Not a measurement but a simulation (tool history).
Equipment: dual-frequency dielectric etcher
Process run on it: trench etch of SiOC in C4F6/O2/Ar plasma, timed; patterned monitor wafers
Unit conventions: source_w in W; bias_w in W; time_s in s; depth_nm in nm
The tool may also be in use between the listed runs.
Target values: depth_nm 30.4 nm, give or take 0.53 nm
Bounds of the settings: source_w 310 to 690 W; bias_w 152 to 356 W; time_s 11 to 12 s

run 1 hour=0 | source_w=500 bias_w=254 time_s=12 | depth_nm=32.895
run 2 hour=5.9 | source_w=470 bias_w=251 time_s=12 | depth_nm=32.141
run 3 hour=9.8 | source_w=470 bias_w=251 time_s=12 | depth_nm=32.075
run 4 hour=14.5 | source_w=470 bias_w=251 time_s=11 | depth_nm=29.081
run 5 hour=22.5 | source_w=470 bias_w=226 time_s=11 | depth_nm=28.093
run 6 hour=28.4 | source_w=500 bias_w=228 time_s=11 | depth_nm=29.27
run 7 hour=29.4 | source_w=510 bias_w=229 time_s=11 | depth_nm=29.507
run 8 hour=34 | source_w=520 bias_w=230 time_s=11 | depth_nm=29.843

Consider the 4 candidate settings below. Which is the only one whose results all fall within their allowed miss of target?
run A hour=38.6 | source_w=520 bias_w=241 time_s=11 | depth_nm=?
run B hour=38.6 | source_w=400 bias_w=272 time_s=11.5 | depth_nm=?
run C hour=38.6 | source_w=550 bias_w=179 time_s=11.5 | depth_nm=?
run D hour=38.6 | source_w=510 bias_w=226 time_s=11 | depth_nm=?

move=A depth_nm=30.306
move=B depth_nm=28.752
move=C depth_nm=29.329
move=D depth_nm=29.308
A: every result lands within tolerance
B: the biggest miss grows against the last run
C: the biggest miss grows against the last run
D: the biggest miss grows against the last run
The move that meets every target is A.
